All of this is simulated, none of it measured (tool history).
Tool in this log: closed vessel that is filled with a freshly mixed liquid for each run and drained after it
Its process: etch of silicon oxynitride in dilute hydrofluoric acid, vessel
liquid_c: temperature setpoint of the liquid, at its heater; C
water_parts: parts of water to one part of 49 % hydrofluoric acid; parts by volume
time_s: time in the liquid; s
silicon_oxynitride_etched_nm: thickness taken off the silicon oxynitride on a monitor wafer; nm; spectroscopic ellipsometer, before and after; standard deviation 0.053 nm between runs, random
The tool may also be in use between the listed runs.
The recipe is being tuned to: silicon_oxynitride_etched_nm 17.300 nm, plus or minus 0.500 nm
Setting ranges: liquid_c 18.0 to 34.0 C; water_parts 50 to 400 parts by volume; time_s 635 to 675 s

run,day,liquid_c,water_parts,time_s,silicon_oxynitride_etched_nm
1,0.000,26.0,225,635,14.337
2,0.242,26.0,270,635,11.590
3,0.454,24.0,270,635,10.547
4,0.650,24.0,240,635,12.249
5,0.862,24.0,160,635,19.509
6,1.029,23.5,160,635,19.021
7,1.254,23.0,160,635,18.522
8,1.475,22.5,160,635,18.238

Which of these 4 next moves meets every target?
A,1.696,22.5,165,675,?
B,1.696,24.0,195,660,?
C,1.696,27.5,205,650,?
D,1.696,26.0,200,635,?

move,silicon_oxynitride_etched_nm
A,18.596
B,16.105
C,17.448
D,16.440
A: misses by more than the last run did
B: carries the result that was furthest off beyond its target, to the other side
C: each result inside its tolerance
D: carries the result that was furthest off beyond its target, to the other side
So the answer is move C, the one that meets all the targets.
